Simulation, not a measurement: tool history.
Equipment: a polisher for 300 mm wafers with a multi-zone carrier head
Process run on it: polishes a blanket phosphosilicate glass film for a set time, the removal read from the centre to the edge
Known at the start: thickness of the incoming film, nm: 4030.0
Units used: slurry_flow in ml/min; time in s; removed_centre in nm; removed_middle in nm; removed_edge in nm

run 1 day=0 | slurry_flow=235 centre_zone=1 middle_zone=1 edge_zone=1 slurry_solids=1 time=85 | removed_centre=471.17 removed_middle=492.36 removed_edge=502.19
run 2 day=0.204 | slurry_flow=225 centre_zone=0.98 middle_zone=1 edge_zone=1 slurry_solids=1 time=85 | removed_centre=450.05 removed_middle=489.01 removed_edge=502.59
run 3 day=0.5 | slurry_flow=225 centre_zone=0.98 middle_zone=1 edge_zone=1 slurry_solids=1.1 time=85 | removed_centre=468.33 removed_middle=517.74 removed_edge=523.81
run 4 day=0.808 | slurry_flow=225 centre_zone=1.05 middle_zone=1 edge_zone=1 slurry_solids=1.1 time=85 | removed_centre=495.84 removed_middle=512.99 removed_edge=527.53
run 5 day=1.004 | slurry_flow=260 centre_zone=1.05 middle_zone=1 edge_zone=1 slurry_solids=1.1 time=85 | removed_centre=518.1 removed_middle=526.73 removed_edge=531.39
-- day=1.354 centre zone pressure recalibrated
run 6 day=1.354 | slurry_flow=260 centre_zone=1.05 middle_zone=1 edge_zone=0.97 slurry_solids=1.1 time=85 | removed_centre=549.15 removed_middle=522.51 removed_edge=523.5
run 7 day=1.492 | slurry_flow=245 centre_zone=1.03 middle_zone=1 edge_zone=0.97 slurry_solids=1.1 time=85 | removed_centre=539.79 removed_middle=524.18 removed_edge=516.01
run 8 day=1.708 | slurry_flow=235 centre_zone=1 middle_zone=1 edge_zone=0.97 slurry_solids=1.1 time=85 | removed_centre=507 removed_middle=512.28 removed_edge=522.78
run 9 day=1.871 | slurry_flow=225 centre_zone=0.98 middle_zone=1.01 edge_zone=0.97 slurry_solids=1.1 time=85 | removed_centre=513.39 removed_middle=516.23 removed_edge=508.35
run 10 day=2.208 | slurry_flow=215 centre_zone=0.96 middle_zone=1.01 edge_zone=0.98 slurry_solids=1.1 time=85 | removed_centre=486.09 removed_middle=517.23 removed_edge=515.22
run 11 day=2.333 | slurry_flow=210 centre_zone=0.94 middle_zone=1.01 edge_zone=0.98 slurry_solids=1.1 time=85 | removed_centre=484.92 removed_middle=508.42 removed_edge=508.75
run 12 day=2.608 | slurry_flow=205 centre_zone=0.93 middle_zone=1.01 edge_zone=0.99 slurry_solids=1.1 time=85 | removed_centre=477.77 removed_middle=519.08 removed_edge=512.48
run 13 day=2.75 | slurry_flow=175 centre_zone=0.83 middle_zone=0.93 edge_zone=0.98 slurry_solids=1 time=85 | removed_centre=400.01 removed_middle=449.1 removed_edge=480.83
run 14 day=2.829 | slurry_flow=180 centre_zone=0.83 middle_zone=0.94 edge_zone=0.99 slurry_solids=1 time=85 | removed_centre=392.37 removed_middle=452.89 removed_edge=493.89

What will run 15 give?
run 15 day=3.142 | slurry_flow=185 centre_zone=0.83 middle_zone=0.95 edge_zone=0.99 slurry_solids=1 time=85 | removed_centre=? removed_middle=? removed_edge=?

removed_centre: 394.17 nm
removed_middle: 462.41 nm
removed_edge: 490.66 nm
